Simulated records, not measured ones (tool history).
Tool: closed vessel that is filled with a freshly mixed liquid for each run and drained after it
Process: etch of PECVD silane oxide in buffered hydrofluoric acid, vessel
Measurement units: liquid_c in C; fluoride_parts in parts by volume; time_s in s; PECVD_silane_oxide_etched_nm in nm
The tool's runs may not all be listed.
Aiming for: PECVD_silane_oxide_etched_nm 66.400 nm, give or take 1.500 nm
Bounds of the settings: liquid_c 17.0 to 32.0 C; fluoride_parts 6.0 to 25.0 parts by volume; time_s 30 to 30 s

run	hour	liquid_c	fluoride_parts	time_s	PECVD_silane_oxide_etched_nm
1	0.0	24.0	15.5	30	37.412
2	7.9	24.0	15.5	30	37.980
3	12.7	22.5	15.5	30	34.501
4	17.6	22.5	17.0	30	31.874
5	22.4	24.0	16.5	30	35.541
6	26.1	24.0	16.5	30	35.285
7	33.0	24.0	16.5	30	35.311
8	37.0	25.5	16.0	30	39.895
9	41.8	29.5	13.5	30	57.487
10	44.8	32.0	13.0	30	68.245

Exactly one of the 4 candidate moves below puts every result within its allowed miss. Which one?
A	47.8	32.0	13.5	30	?
B	47.8	31.5	12.0	30	?
C	47.8	28.0	9.5	30	?
D	47.8	29.5	11.0	30	?

move	PECVD_silane_oxide_etched_nm
A	66.405
B	72.588
C	74.484
D	71.161
A: every result lands within tolerance
B: its largest miss is bigger than the last run's
C: its largest miss is bigger than the last run's
D: its largest miss is bigger than the last run's
Go with A: it meets all targets.

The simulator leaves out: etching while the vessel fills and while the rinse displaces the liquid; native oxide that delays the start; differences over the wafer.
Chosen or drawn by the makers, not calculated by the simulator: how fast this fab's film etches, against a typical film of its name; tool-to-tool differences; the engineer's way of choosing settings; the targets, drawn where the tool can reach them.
